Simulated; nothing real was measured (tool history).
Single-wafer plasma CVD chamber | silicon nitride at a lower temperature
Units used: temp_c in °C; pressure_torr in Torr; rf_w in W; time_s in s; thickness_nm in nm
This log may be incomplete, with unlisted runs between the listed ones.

run 1 day=0.000 | temp_c=375 pressure_torr=2.03 rf_w=260 time_s=37.8 | thickness_nm=39.863
run 2 day=0.325 | temp_c=375 pressure_torr=1.80 rf_w=260 time_s=37.8 | thickness_nm=38.981
run 3 day=0.529 | temp_c=375 pressure_torr=1.80 rf_w=260 time_s=37.8 | thickness_nm=39.170
run 4 day=0.600 | temp_c=375 pressure_torr=1.71 rf_w=245 time_s=37.8 | thickness_nm=37.404
run 5 day=0.879 | temp_c=375 pressure_torr=1.63 rf_w=230 time_s=37.8 | thickness_nm=35.642
run 6 day=1.229 | temp_c=375 pressure_torr=1.57 rf_w=220 time_s=37.8 | thickness_nm=34.623
run 7 day=1.604 | temp_c=375 pressure_torr=1.52 rf_w=215 time_s=37.8 | thickness_nm=33.804
run 8 day=1.888 | temp_c=375 pressure_torr=1.48 rf_w=210 time_s=37.8 | thickness_nm=33.283

Run 9 is up next; what results do you expect?
run 9 day=2.075 | temp_c=375 pressure_torr=1.44 rf_w=210 time_s=37.8 | thickness_nm=?

{"run 9": {"thickness_nm": 33.243}}
